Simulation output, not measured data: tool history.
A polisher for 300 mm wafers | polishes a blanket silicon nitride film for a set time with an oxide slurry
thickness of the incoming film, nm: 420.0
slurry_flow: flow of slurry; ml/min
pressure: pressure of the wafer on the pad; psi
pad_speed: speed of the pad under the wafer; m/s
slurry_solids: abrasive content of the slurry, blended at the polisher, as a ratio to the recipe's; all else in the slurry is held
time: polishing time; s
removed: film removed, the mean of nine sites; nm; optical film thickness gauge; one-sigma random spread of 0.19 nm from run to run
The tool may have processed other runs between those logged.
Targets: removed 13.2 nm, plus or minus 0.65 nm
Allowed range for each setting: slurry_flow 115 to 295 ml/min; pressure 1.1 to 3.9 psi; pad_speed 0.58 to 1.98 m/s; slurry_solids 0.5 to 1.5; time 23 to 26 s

Run 1, hour 0: slurry_flow 190 ml/min, pressure 2.5 psi, pad_speed 1.28 m/s, slurry_solids 1, time 26 s. Result: removed 15.419 nm.
Run 2, hour 8: slurry_flow 190 ml/min, pressure 2.5 psi, pad_speed 1.44 m/s, slurry_solids 1, time 26 s. Result: removed 16.392 nm.
Run 3, hour 12.8: slurry_flow 190 ml/min, pressure 2.5 psi, pad_speed 1.44 m/s, slurry_solids 1, time 26 s. Result: removed 16.089 nm.
Run 4, hour 13.6: slurry_flow 190 ml/min, pressure 2.8 psi, pad_speed 1.44 m/s, slurry_solids 1, time 26 s. Result: removed 17.741 nm.
Run 5, hour 14.3: slurry_flow 190 ml/min, pressure 2.6 psi, pad_speed 1.42 m/s, slurry_solids 1, time 26 s. Result: removed 16.847 nm.
Run 6, hour 17.6: slurry_flow 190 ml/min, pressure 2.6 psi, pad_speed 1.42 m/s, slurry_solids 1, time 23 s. Result: removed 15.032 nm.
Run 7, hour 24.3: slurry_flow 190 ml/min, pressure 2.5 psi, pad_speed 1.42 m/s, slurry_solids 1, time 23 s. Result: removed 14.649 nm.
At hour 25.2: slurry blender recalibrated.
Run 8, hour 25.2: slurry_flow 190 ml/min, pressure 2.4 psi, pad_speed 1.42 m/s, slurry_solids 1, time 23 s. Result: removed 14.91 nm.
Run 9, hour 32.6: slurry_flow 190 ml/min, pressure 2.3 psi, pad_speed 1.4 m/s, slurry_solids 1, time 23 s. Result: removed 14.354 nm.

Below are 5 possible settings for the next run. Only one of them brings all results inside the allowed miss of their targets. Which is it?
Run A, hour 40: slurry_flow 190 ml/min, pressure 2.5 psi, pad_speed 1.64 m/s, slurry_solids 0.95, time 23 s. Result: removed ?.
Run B, hour 40: slurry_flow 170 ml/min, pressure 2.1 psi, pad_speed 1.66 m/s, slurry_solids 1.05, time 23 s. Result: removed ?.
Run C, hour 40: slurry_flow 190 ml/min, pressure 2.4 psi, pad_speed 1.34 m/s, slurry_solids 1, time 24 s. Result: removed ?.
Run D, hour 40: slurry_flow 245 ml/min, pressure 3.2 psi, pad_speed 1.36 m/s, slurry_solids 0.55, time 26 s. Result: removed ?.
Run E, hour 40: slurry_flow 185 ml/min, pressure 2.4 psi, pad_speed 1.34 m/s, slurry_solids 0.85, time 23 s. Result: removed ?.

move  removed
   A   17.246
   B   15.073
   C   15.314
   D   17.126
   E   13.589
A: its largest miss is bigger than the last run's
B: its largest miss is bigger than the last run's
C: its largest miss is bigger than the last run's
D: its largest miss is bigger than the last run's
E: all results land within tolerance of their targets
The move that meets every target is E.

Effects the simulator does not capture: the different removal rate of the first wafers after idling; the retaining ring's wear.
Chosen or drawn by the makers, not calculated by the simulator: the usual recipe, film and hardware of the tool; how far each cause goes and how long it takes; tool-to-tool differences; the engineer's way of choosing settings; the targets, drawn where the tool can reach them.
